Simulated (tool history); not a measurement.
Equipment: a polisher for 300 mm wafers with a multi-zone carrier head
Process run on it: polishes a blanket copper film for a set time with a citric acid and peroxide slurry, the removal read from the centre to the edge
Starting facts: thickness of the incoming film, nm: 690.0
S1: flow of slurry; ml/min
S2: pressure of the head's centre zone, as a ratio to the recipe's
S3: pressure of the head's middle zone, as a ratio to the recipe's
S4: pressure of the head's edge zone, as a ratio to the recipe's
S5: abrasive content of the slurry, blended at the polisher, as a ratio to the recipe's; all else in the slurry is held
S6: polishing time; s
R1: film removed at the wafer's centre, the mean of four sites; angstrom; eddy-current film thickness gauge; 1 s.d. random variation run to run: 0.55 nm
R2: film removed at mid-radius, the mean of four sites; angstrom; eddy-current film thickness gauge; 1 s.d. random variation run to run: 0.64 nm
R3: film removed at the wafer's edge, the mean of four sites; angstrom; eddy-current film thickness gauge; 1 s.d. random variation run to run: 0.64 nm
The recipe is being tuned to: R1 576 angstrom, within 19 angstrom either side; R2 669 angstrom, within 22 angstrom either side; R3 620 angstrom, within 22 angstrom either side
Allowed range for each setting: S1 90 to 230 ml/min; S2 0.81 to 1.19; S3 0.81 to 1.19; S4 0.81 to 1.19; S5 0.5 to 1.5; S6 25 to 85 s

run 1 day=0 | S1=150 S2=1 S3=1 S4=1 S5=1 S6=55 | R1=911.65 R2=970.75 R3=891.57
run 2 day=0.233 | S1=165 S2=1 S3=1 S4=1 S5=1 S6=55 | R1=957.13 R2=957.3 R3=911.09
run 3 day=0.425 | S1=155 S2=0.97 S3=0.97 S4=0.97 S5=0.85 S6=53 | R1=851.8 R2=869.27 R3=829.8
run 4 day=0.454 | S1=145 S2=0.94 S3=0.96 S4=0.94 S5=0.75 S6=51 | R1=759.43 R2=802.82 R3=768.08
run 5 day=0.492 | S1=145 S2=0.94 S3=0.91 S4=0.94 S5=0.75 S6=51 | R1=755.94 R2=775.78 R3=763
run 6 day=0.571 | S1=145 S2=0.94 S3=0.91 S4=0.99 S5=0.75 S6=51 | R1=757.4 R2=769.88 R3=780.18
run 7 day=0.808 | S1=135 S2=0.92 S3=0.92 S4=0.95 S5=0.7 S6=50 | R1=716.15 R2=736.35 R3=736.64
run 8 day=1.033 | S1=130 S2=0.89 S3=0.94 S4=0.92 S5=0.65 S6=49 | R1=656.59 R2=714.96 R3=708.84
run 9 day=1.142 | S1=120 S2=0.89 S3=1.01 S4=0.82 S5=0.5 S6=45 | R1=567.08 R2=646.67 R3=572.31
run 10 day=1.438 | S1=125 S2=0.88 S3=1.01 S4=0.84 S5=0.5 S6=45 | R1=567.58 R2=650.33 R3=587.76
run 11 day=1.488 | S1=130 S2=0.88 S3=1.01 S4=0.85 S5=0.5 S6=45 | R1=586.93 R2=672.39 R3=585.88
run 12 day=1.575 | S1=130 S2=0.87 S3=1.01 S4=0.86 S5=0.5 S6=45 | R1=569.79 R2=681.69 R3=586.04
run 13 day=1.933 | S1=130 S2=0.87 S3=1 S4=0.87 S5=0.5 S6=45 | R1=577.79 R2=673.7 R3=593.85

4 candidate next runs follow, results not yet known. Just one meets every target within its allowed miss. Identify it.
run A day=2.292 | S1=180 S2=0.93 S3=1.1 S4=0.9 S5=0.5 S6=40 | R1=? R2=? R3=?
run B day=2.292 | S1=185 S2=0.95 S3=1.08 S4=0.81 S5=0.5 S6=40 | R1=? R2=? R3=?
run C day=2.292 | S1=95 S2=0.86 S3=0.97 S4=0.85 S5=0.6 S6=49 | R1=? R2=? R3=?
run D day=2.292 | S1=145 S2=0.9 S3=1.06 S4=0.82 S5=0.5 S6=41 | R1=? R2=? R3=?

move=A R1=580.33 R2=679.55 R3=563.93
move=B R1=593.54 R2=672.07 R3=539.92
move=C R1=574.11 R2=659.17 R3=623.03
move=D R1=552.53 R2=647.55 R3=538.19
A: moves away from the targets compared with the last run
B: moves away from the targets compared with the last run
C: all results land within tolerance of their targets
D: moves away from the targets compared with the last run
The right move is C.
